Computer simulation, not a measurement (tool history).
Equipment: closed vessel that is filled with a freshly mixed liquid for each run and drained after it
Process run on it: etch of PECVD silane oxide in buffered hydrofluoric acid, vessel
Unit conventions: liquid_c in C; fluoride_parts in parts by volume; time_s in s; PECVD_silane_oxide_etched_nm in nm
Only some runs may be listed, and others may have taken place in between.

run,day,liquid_c,fluoride_parts,time_s,PECVD_silane_oxide_etched_nm
1,0.000,24.0,12.0,30,68.363
2,0.383,25.0,12.0,30,71.405
3,0.483,25.0,12.0,30,70.727
4,0.517,26.0,11.5,30,78.482
5,0.708,27.0,11.5,30,82.798
6,1.017,27.5,11.5,30,85.537
7,1.271,28.0,11.5,30,86.435
8,1.500,28.0,11.5,30,87.503

Run 9 is up next; what results do you expect?
9,1.575,28.0,11.5,30,?

For run 9 the tool returned PECVD_silane_oxide_etched_nm 87.748 nm.
